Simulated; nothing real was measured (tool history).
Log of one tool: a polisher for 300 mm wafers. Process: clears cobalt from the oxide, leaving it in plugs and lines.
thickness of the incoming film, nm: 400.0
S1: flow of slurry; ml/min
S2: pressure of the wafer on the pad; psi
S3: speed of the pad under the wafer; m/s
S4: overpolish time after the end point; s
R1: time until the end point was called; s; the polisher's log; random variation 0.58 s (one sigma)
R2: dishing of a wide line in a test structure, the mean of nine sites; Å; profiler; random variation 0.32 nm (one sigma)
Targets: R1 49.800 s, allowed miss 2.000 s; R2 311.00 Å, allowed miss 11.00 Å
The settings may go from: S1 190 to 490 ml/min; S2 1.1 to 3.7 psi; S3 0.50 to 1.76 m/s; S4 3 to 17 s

run	hour	S1	S2	S3	S4	R1	R2
1	0.0	315	2.4	1.12	9	63.331	346.76
2	5.9	315	2.5	1.12	8	61.249	323.46
3	10.3	315	2.6	1.12	8	58.168	335.53
4	14.1	245	2.6	1.12	8	61.794	325.27
5	16.4	245	2.6	1.40	8	49.132	369.10
6	24.2	250	2.6	1.40	8	48.349	371.94
7	30.7	255	2.6	1.40	8	48.316	370.60
8	36.8	260	2.6	1.40	8	48.795	369.43
9	43.7	265	2.6	1.40	8	48.094	373.22
10	50.7	270	2.6	1.40	8	48.262	371.89
11	52.2	275	2.6	1.40	8	48.089	367.51
12	56.8	280	2.6	1.40	8	47.999	369.91
13	58.5	285	2.6	1.40	8	49.223	376.83
14	60.0	280	2.6	1.40	8	47.360	370.42
15	66.0	285	2.5	1.40	7	51.431	338.55
16	67.5	290	2.5	1.40	7	49.528	339.72

Which of these 4 next moves meets every target?
A	69.0	290	2.9	1.22	6	?	?
B	69.0	375	3.0	1.12	8	?	?
C	69.0	305	2.5	1.40	9	?	?
D	69.0	225	2.7	1.30	8	?	?

move	R1	R2
A	49.023	314.81
B	50.372	366.73
C	49.285	393.98
D	50.934	364.46
A: meets every target
B: further off than the last run
C: further off than the last run
D: further off than the last run
Answer: A
